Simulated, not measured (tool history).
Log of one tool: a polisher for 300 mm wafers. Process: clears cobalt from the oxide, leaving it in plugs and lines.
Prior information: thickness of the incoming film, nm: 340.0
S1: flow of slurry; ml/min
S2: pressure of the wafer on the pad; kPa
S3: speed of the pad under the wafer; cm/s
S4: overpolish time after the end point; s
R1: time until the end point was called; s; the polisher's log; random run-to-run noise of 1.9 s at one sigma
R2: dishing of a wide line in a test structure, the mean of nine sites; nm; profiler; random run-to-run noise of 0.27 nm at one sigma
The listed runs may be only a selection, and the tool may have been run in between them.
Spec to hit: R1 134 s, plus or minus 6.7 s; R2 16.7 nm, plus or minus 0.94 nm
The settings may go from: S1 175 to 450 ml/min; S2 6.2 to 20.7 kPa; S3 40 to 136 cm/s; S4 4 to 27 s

| run | hour | S1 | S2 | S3 | S4 | R1 | R2 |
|---|---|---|---|---|---|---|---|
| 1 | 0 | 290 | 13.1 | 88 | 14 | 108.37 | 29.624 |
| 2 | 2.5 | 290 | 12.4 | 88 | 11 | 117.39 | 24.344 |
| 3 | 8.4 | 290 | 11.7 | 88 | 9 | 125.59 | 20.074 |
| 4 | 14.6 | 290 | 9 | 88 | 9 | 163.32 | 15.62 |
| 5 | 16.5 | 290 | 9.7 | 88 | 8 | 145.47 | 15.185 |
| 6 | 17.9 | 290 | 6.2 | 88 | 8 | 234.42 | 10.203 |
| 7 | 25.8 | 290 | 7.6 | 88 | 8 | 185.78 | 12.578 |
| 8 | 26.8 | 290 | 8.3 | 88 | 8 | 175.85 | 12.953 |
| 9 | 33.8 | 290 | 9 | 88 | 8 | 163.5 | 14.194 |
| 10 | 39.9 | 290 | 9.7 | 88 | 8 | 152.14 | 15.013 |
| 11 | 42.2 | 290 | 10.3 | 88 | 8 | 144.93 | 15.932 |
|  | 45.1 | worn pad replaced by a new one |
| 12 | 45.1 | 290 | 10.3 | 88 | 8 | 126.88 | 18.241 |

Of the 5 settings listed for the next run, only one would bring every result within its allowed miss of target. Which one?
| A | 48 | 330 | 9 | 86 | 9 | ? | ? |
| B | 48 | 250 | 11 | 88 | 8 | ? | ? |
| C | 48 | 355 | 11 | 78 | 8 | ? | ? |
| D | 48 | 255 | 9 | 88 | 8 | ? | ? |
| E | 48 | 325 | 10.3 | 76 | 7 | ? | ? |

| move | R1 | R2 |
|---|---|---|
| A | 149.41 | 17.049 |
| B | 122.59 | 18.22 |
| C | 133.78 | 16.936 |
| D | 149.37 | 15.416 |
| E | 146.95 | 13.921 |
A: puts the biggest miss on target and leaves a different result outside tolerance
B: neither nearer nor further off than the last run
C: each result inside its tolerance
D: the result that was furthest off in the last run now lies on the other side of its target
E: the result that was furthest off in the last run now lies on the other side of its target
C meets every target.
